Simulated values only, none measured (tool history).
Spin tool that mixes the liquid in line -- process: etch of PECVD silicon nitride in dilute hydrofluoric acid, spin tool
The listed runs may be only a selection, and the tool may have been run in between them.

run  hour  temperature setpoint of the liquid (K)  parts of water to one part of 49 % hydrofluoric acid (parts by volume)  time under the liquid (s)  thickness taken off the PECVD silicon nitride on a monitor wafer (Å)
  1   0.0                                  296.15                                                                      60                        150                                                                108.89
  2   6.6                                  296.15                                                                      60                        160                                                                115.98
  3  11.5                                  296.15                                                                      60                        160                                                                116.16
  4  13.4                                  296.15                                                                      60                        160                                                                116.35
  5  20.0                                  296.15                                                                      45                        160                                                                152.01
  6  21.9                                  297.65                                                                      45                        160                                                                170.35
  7  27.8                                  297.15                                                                      45                        160                                                                163.73
  8  30.6                                  296.65                                                                      45                        160                                                                160.11
  9  37.3                                  296.15                                                                      45                        160                                                                154.69

Forecast run 10:
 10  38.2                                  296.15                                                                      45                        160                                                                     ?

{"run 10": {"thickness taken off the PECVD silicon nitride on a monitor wafer (Å)": 154.18}}

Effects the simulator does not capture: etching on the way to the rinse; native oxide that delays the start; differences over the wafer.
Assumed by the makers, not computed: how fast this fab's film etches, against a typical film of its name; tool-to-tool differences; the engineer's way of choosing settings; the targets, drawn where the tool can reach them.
